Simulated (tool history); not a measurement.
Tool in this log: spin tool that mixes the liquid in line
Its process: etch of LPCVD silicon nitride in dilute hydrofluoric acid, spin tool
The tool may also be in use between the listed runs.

run,hour,temperature setpoint of the liquid (°C),parts of water to one part of 49 % hydrofluoric acid (parts by volume),time under the liquid (s),thickness taken off the LPCVD silicon nitride on a monitor wafer (nm)
1,0.0,24.0,95,275,1.4075
2,3.4,23.0,100,275,1.2490
3,9.4,20.5,100,275,1.0804
4,14.9,22.5,100,275,1.1601
5,19.5,25.0,100,275,1.4086
6,28.3,25.0,100,275,1.4258
7,30.9,24.0,105,275,1.3975

Expected results for the next run?
8,32.2,23.0,105,275,?

thickness taken off the LPCVD silicon nitride on a monitor wafer (nm): 1.2465
